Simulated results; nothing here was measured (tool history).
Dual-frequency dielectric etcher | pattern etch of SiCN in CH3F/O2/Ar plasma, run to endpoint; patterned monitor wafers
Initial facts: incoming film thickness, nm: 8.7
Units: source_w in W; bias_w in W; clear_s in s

run,hour,source_w,bias_w,clear_s
1,0.0,320,76,24.072
2,6.3,280,76,25.905
3,14.5,240,76,27.929
4,19.5,240,67,29.333
5,22.4,240,59,30.472
6,28.6,270,61,28.326
7,36.3,290,62,27.030

The next listed run, before its measurement:
8,38.3,310,63,?

For run 8 the tool returned clear_s 26.063 s.
